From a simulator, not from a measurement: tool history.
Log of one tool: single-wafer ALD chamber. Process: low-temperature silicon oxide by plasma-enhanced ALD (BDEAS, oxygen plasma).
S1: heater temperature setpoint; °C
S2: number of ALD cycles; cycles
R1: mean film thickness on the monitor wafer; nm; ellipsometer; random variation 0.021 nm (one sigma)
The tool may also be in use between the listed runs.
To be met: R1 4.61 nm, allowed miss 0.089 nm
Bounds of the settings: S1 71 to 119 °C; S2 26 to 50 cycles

run,hour,S1,S2,R1
1,0,95,38,5.2262
2,4.8,97,38,5.2005
3,12.7,97,42,5.6935
4,19.2,106,42,5.6027
5,26.5,106,37,4.9546
6,32,102,37,4.9773
7,33.1,103,37,4.9778
# hour 35.3: thermocouple changed; heater temperature recalibrated
8,35.3,103,37,5.0688
9,41.6,103,36,4.9258
10,47,104,36,4.8804
11,49.3,105,36,4.88
12,54.7,106,36,4.8655
13,60.3,107,36,4.8621
14,65.6,108,35,4.7092

4 next moves are on the table. One of them brings every result within its allowed miss. Which?
A,70.9,119,35,?
B,70.9,113,33,?
C,70.9,115,33,?
D,70.9,101,32,?

move,R1
A,4.6178
B,4.4044
C,4.3876
D,4.3688
A: meets every target
B: takes the result that was furthest off past its target
C: takes the result that was furthest off past its target
D: takes the result that was furthest off past its target
Answer: A

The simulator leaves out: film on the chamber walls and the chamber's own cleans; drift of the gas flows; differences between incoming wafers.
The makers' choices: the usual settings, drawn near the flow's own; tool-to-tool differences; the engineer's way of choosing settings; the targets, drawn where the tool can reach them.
